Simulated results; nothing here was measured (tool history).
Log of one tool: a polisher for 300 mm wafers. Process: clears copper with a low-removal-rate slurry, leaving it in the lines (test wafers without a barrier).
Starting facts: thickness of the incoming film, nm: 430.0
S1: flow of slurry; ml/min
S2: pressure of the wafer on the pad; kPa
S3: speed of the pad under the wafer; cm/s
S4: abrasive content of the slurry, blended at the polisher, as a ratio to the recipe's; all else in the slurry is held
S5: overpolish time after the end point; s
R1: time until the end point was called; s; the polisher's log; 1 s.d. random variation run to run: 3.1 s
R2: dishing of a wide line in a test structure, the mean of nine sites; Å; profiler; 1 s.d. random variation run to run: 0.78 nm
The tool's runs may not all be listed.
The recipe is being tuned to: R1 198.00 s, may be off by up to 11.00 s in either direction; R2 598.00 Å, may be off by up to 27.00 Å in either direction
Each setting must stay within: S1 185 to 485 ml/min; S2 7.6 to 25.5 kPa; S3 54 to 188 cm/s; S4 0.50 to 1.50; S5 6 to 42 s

Run 1, hour 0.0: S1 310 ml/min, S2 16.5 kPa, S3 120 cm/s, S4 1.00, S5 21 s. Result: R1 147.52 s, R2 483.11 Å.
Run 2, hour 7.1: S1 235 ml/min, S2 16.5 kPa, S3 120 cm/s, S4 1.00, S5 21 s. Result: R1 155.52 s, R2 464.62 Å.
Run 3, hour 11.6: S1 235 ml/min, S2 16.5 kPa, S3 120 cm/s, S4 1.00, S5 14 s. Result: R1 159.27 s, R2 334.61 Å.
Run 4, hour 17.5: S1 230 ml/min, S2 15.9 kPa, S3 118 cm/s, S4 1.00, S5 18 s. Result: R1 166.99 s, R2 380.75 Å.
Run 5, hour 25.0: S1 225 ml/min, S2 15.2 kPa, S3 116 cm/s, S4 1.00, S5 22 s. Result: R1 173.06 s, R2 427.91 Å.
Run 6, hour 32.7: S1 220 ml/min, S2 14.5 kPa, S3 114 cm/s, S4 1.00, S5 25 s. Result: R1 186.75 s, R2 465.24 Å.
Run 7, hour 39.9: S1 215 ml/min, S2 14.5 kPa, S3 114 cm/s, S4 1.00, S5 27 s. Result: R1 183.77 s, R2 490.99 Å.
Run 8, hour 43.4: S1 210 ml/min, S2 14.5 kPa, S3 114 cm/s, S4 1.00, S5 29 s. Result: R1 181.08 s, R2 516.29 Å.
Run 9, hour 45.1: S1 210 ml/min, S2 13.8 kPa, S3 114 cm/s, S4 1.00, S5 31 s. Result: R1 199.59 s, R2 516.49 Å.
Run 10, hour 49.9: S1 215 ml/min, S2 13.8 kPa, S3 114 cm/s, S4 1.00, S5 32 s. Result: R1 196.11 s, R2 533.23 Å.
Run 11, hour 53.5: S1 215 ml/min, S2 13.8 kPa, S3 114 cm/s, S4 1.00, S5 33 s. Result: R1 190.20 s, R2 533.71 Å.
Run 12, hour 58.8: S1 215 ml/min, S2 13.8 kPa, S3 114 cm/s, S4 1.00, S5 34 s. Result: R1 198.11 s, R2 560.77 Å.
Run 13, hour 65.3: S1 215 ml/min, S2 13.8 kPa, S3 114 cm/s, S4 1.00, S5 35 s. Result: R1 192.49 s, R2 567.34 Å.

Pick the move, out of 4, that brings all results within their allowed miss; only one does.
Run A, hour 71.8: S1 185 ml/min, S2 14.5 kPa, S3 124 cm/s, S4 1.05, S5 37 s. Result: R1 ?, R2 ?.
Run B, hour 71.8: S1 245 ml/min, S2 13.1 kPa, S3 128 cm/s, S4 1.00, S5 35 s. Result: R1 ?, R2 ?.
Run C, hour 71.8: S1 250 ml/min, S2 13.8 kPa, S3 116 cm/s, S4 1.00, S5 31 s. Result: R1 ?, R2 ?.
Run D, hour 71.8: S1 205 ml/min, S2 17.2 kPa, S3 92 cm/s, S4 0.95, S5 37 s. Result: R1 ?, R2 ?.

move      R1      R2
   A  171.13  653.02
   B  178.28  602.69
   C  186.28  535.24
   D  194.66  604.05
A: takes the result that was furthest off past its target
B: meets the target for the result that was furthest off, but another lies outside its allowed miss
C: its largest miss is bigger than the last run's
D: all results in spec
Go with D: it meets all targets.
